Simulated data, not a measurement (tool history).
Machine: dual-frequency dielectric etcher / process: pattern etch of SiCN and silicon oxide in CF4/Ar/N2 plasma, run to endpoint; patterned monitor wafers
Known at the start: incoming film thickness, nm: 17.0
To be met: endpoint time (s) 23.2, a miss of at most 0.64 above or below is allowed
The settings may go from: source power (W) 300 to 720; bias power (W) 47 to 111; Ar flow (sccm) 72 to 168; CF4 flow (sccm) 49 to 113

{"run": 1, "hour": 0.0, "source power (W)": 510, "bias power (W)": 79, "Ar flow (sccm)": 120, "CF4 flow (sccm)": 81, "endpoint time (s)": 18.573}
{"run": 2, "hour": 6.8, "source power (W)": 490, "bias power (W)": 78, "Ar flow (sccm)": 120, "CF4 flow (sccm)": 81, "endpoint time (s)": 19.409}
{"run": 3, "hour": 13.8, "source power (W)": 490, "bias power (W)": 78, "Ar flow (sccm)": 120, "CF4 flow (sccm)": 94, "endpoint time (s)": 18.82}
{"run": 4, "hour": 16.7, "source power (W)": 490, "bias power (W)": 78, "Ar flow (sccm)": 134, "CF4 flow (sccm)": 94, "endpoint time (s)": 18.968}
{"run": 5, "hour": 22.4, "source power (W)": 490, "bias power (W)": 83, "Ar flow (sccm)": 134, "CF4 flow (sccm)": 94, "endpoint time (s)": 18.664}
{"run": 6, "hour": 28.3, "source power (W)": 470, "bias power (W)": 82, "Ar flow (sccm)": 134, "CF4 flow (sccm)": 94, "endpoint time (s)": 19.565}
{"run": 7, "hour": 33.5, "source power (W)": 450, "bias power (W)": 82, "Ar flow (sccm)": 134, "CF4 flow (sccm)": 94, "endpoint time (s)": 20.326}
{"run": 8, "hour": 39.3, "source power (W)": 450, "bias power (W)": 82, "Ar flow (sccm)": 134, "CF4 flow (sccm)": 94, "endpoint time (s)": 20.259}
{"run": 9, "hour": 44.8, "source power (W)": 440, "bias power (W)": 82, "Ar flow (sccm)": 134, "CF4 flow (sccm)": 94, "endpoint time (s)": 20.602}
{"run": 10, "hour": 52.5, "source power (W)": 430, "bias power (W)": 82, "Ar flow (sccm)": 134, "CF4 flow (sccm)": 94, "endpoint time (s)": 21.198}
{"run": 11, "hour": 56.5, "source power (W)": 420, "bias power (W)": 82, "Ar flow (sccm)": 134, "CF4 flow (sccm)": 94, "endpoint time (s)": 21.734}
{"run": 12, "hour": 60.9, "source power (W)": 410, "bias power (W)": 82, "Ar flow (sccm)": 134, "CF4 flow (sccm)": 94, "endpoint time (s)": 22.01}

Pick the move, out of 5, that brings all results within their allowed miss; only one does.
{"run": "A", "hour": 65.3, "source power (W)": 380, "bias power (W)": 84, "Ar flow (sccm)": 122, "CF4 flow (sccm)": 92, "endpoint time (s)": "?"}
{"run": "B", "hour": 65.3, "source power (W)": 430, "bias power (W)": 84, "Ar flow (sccm)": 144, "CF4 flow (sccm)": 98, "endpoint time (s)": "?"}
{"run": "C", "hour": 65.3, "source power (W)": 430, "bias power (W)": 86, "Ar flow (sccm)": 122, "CF4 flow (sccm)": 81, "endpoint time (s)": "?"}
{"run": "D", "hour": 65.3, "source power (W)": 420, "bias power (W)": 89, "Ar flow (sccm)": 143, "CF4 flow (sccm)": 97, "endpoint time (s)": "?"}
{"run": "E", "hour": 65.3, "source power (W)": 420, "bias power (W)": 83, "Ar flow (sccm)": 138, "CF4 flow (sccm)": 88, "endpoint time (s)": "?"}

move=A endpoint_time_(s)=23.3
move=B endpoint_time_(s)=21.053
move=C endpoint_time_(s)=21.1
move=D endpoint_time_(s)=21.122
move=E endpoint_time_(s)=21.86
A: meets every target
B: further off than the last run
C: further off than the last run
D: further off than the last run
E: further off than the last run
Move A is the one to make.
